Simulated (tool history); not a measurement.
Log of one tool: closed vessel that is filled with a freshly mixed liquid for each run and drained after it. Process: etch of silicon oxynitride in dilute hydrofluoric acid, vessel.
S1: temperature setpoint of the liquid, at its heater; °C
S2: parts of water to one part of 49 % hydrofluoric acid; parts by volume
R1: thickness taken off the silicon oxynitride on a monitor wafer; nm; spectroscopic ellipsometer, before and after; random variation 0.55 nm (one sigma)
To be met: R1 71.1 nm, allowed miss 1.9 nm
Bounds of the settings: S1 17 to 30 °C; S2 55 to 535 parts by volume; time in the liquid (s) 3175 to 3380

{"run": 1, "day": 0.0, "S1": 22, "S2": 295, "time in the liquid (s)": 3175, "R1": 32.865}
{"run": 2, "day": 0.217, "S1": 22, "S2": 205, "time in the liquid (s)": 3175, "R1": 50.467}
{"run": 3, "day": 0.329, "S1": 24, "S2": 205, "time in the liquid (s)": 3175, "R1": 55.536}
{"run": 4, "day": 0.446, "S1": 25.5, "S2": 205, "time in the liquid (s)": 3175, "R1": 58.906}
{"run": 5, "day": 0.721, "S1": 26.5, "S2": 205, "time in the liquid (s)": 3175, "R1": 60.774}
{"run": 6, "day": 0.975, "S1": 26.5, "S2": 135, "time in the liquid (s)": 3175, "R1": 98.061}
{"run": 7, "day": 1.108, "S1": 24.5, "S2": 135, "time in the liquid (s)": 3175, "R1": 89.377}
{"run": 8, "day": 1.325, "S1": 23, "S2": 135, "time in the liquid (s)": 3175, "R1": 84.871}
{"run": 9, "day": 1.458, "S1": 19, "S2": 140, "time in the liquid (s)": 3175, "R1": 67.075}
{"run": 10, "day": 1.738, "S1": 19.5, "S2": 140, "time in the liquid (s)": 3175, "R1": 68.98}

Which of these 5 next moves meets every target?
{"run": "A", "day": 2.017, "S1": 17, "S2": 135, "time in the liquid (s)": 3355, "R1": "?"}
{"run": "B", "day": 2.017, "S1": 19.5, "S2": 145, "time in the liquid (s)": 3200, "R1": "?"}
{"run": "C", "day": 2.017, "S1": 19.5, "S2": 145, "time in the liquid (s)": 3380, "R1": "?"}
{"run": "D", "day": 2.017, "S1": 17.5, "S2": 125, "time in the liquid (s)": 3355, "R1": "?"}
{"run": "E", "day": 2.017, "S1": 20.5, "S2": 155, "time in the liquid (s)": 3185, "R1": "?"}

move=A R1=66.103
move=B R1=65.864
move=C R1=69.569
move=D R1=73.641
move=E R1=63.877
A: further off than the last run
B: further off than the last run
C: meets every target
D: takes the result that was furthest off past its target
E: further off than the last run
Move C is the one to make.
